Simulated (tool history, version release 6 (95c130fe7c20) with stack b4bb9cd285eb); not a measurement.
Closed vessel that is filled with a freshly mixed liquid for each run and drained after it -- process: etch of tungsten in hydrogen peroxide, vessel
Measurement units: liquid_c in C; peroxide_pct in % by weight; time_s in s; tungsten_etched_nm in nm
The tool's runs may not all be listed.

{"run": 1, "hour": 0.0, "liquid_c": 57.0, "peroxide_pct": 19.5, "time_s": 95, "tungsten_etched_nm": 306.67}
{"run": 2, "hour": 6.2, "liquid_c": 50.0, "peroxide_pct": 19.5, "time_s": 95, "tungsten_etched_nm": 201.69}
{"run": 3, "hour": 9.0, "liquid_c": 50.0, "peroxide_pct": 17.0, "time_s": 95, "tungsten_etched_nm": 186.85}
{"run": 4, "hour": 15.1, "liquid_c": 50.0, "peroxide_pct": 17.0, "time_s": 105, "tungsten_etched_nm": 208.36}
{"run": 5, "hour": 19.6, "liquid_c": 50.0, "peroxide_pct": 17.0, "time_s": 105, "tungsten_etched_nm": 208.34}
{"run": 6, "hour": 22.9, "liquid_c": 50.0, "peroxide_pct": 17.0, "time_s": 95, "tungsten_etched_nm": 188.68}
{"run": 7, "hour": 26.1, "liquid_c": 55.5, "peroxide_pct": 19.5, "time_s": 95, "tungsten_etched_nm": 277.71}

What will run 8 give?
{"run": 8, "hour": 30.0, "liquid_c": 59.0, "peroxide_pct": 21.5, "time_s": 95, "tungsten_etched_nm": "?"}

tungsten_etched_nm: 362.55 nm
